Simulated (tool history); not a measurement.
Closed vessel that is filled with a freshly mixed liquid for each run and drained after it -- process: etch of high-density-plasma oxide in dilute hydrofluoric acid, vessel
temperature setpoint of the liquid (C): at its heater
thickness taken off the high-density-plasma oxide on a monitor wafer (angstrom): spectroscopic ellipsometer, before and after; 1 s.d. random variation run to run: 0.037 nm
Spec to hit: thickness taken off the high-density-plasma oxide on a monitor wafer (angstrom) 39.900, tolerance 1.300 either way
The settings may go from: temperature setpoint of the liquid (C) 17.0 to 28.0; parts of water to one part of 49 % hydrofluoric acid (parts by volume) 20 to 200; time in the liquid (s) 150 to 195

run  hour  temperature setpoint of the liquid (C)  parts of water to one part of 49 % hydrofluoric acid (parts by volume)  time in the liquid (s)  thickness taken off the high-density-plasma oxide on a monitor wafer (angstrom)
  1   0.0                                    20.0                                                                     110                     195                                                                           71.047
  2   3.8                                    19.5                                                                     120                     195                                                                           63.647
  3   9.0                                    23.0                                                                     120                     195                                                                           74.090
  4  14.7                                    23.0                                                                     120                     150                                                                           55.730
  5  19.7                                    22.5                                                                     125                     150                                                                           52.678
     21.8  -- hydrofluoric acid flow meter replaced
  6  21.8                                    22.0                                                                     125                     150                                                                           47.650
  7  24.3                                    21.5                                                                     125                     150                                                                           46.914
  8  31.5                                    21.0                                                                     125                     150                                                                           46.471
  9  39.0                                    20.5                                                                     125                     150                                                                           44.674
 10  47.8                                    20.0                                                                     125                     150                                                                           45.119
 11  52.8                                    19.5                                                                     125                     150                                                                           44.258
 12  56.4                                    19.0                                                                     125                     150                                                                           42.383
 13  62.8                                    18.5                                                                     125                     150                                                                           41.535

Exercise: of the 5 proposed moves below, exactly one satisfies all targets within the stated allowed misses. Which move is it?
  A  69.2                                    21.0                                                                     150                     175                                                                                ?
  B  69.2                                    19.5                                                                     150                     180                                                                                ?
  C  69.2                                    18.0                                                                     130                     175                                                                                ?
  D  69.2                                    17.5                                                                     130                     170                                                                                ?
  E  69.2                                    18.5                                                                     150                     175                                                                                ?

move  thickness taken off the high-density-plasma oxide on a monitor wafer (angstrom)
   A                                                                           44.255
   B                                                                           42.888
   C                                                                           46.211
   D                                                                           43.976
   E                                                                           40.054
A: misses by more than the last run did
B: misses by more than the last run did
C: misses by more than the last run did
D: misses by more than the last run did
E: in spec on every target
Answer: E

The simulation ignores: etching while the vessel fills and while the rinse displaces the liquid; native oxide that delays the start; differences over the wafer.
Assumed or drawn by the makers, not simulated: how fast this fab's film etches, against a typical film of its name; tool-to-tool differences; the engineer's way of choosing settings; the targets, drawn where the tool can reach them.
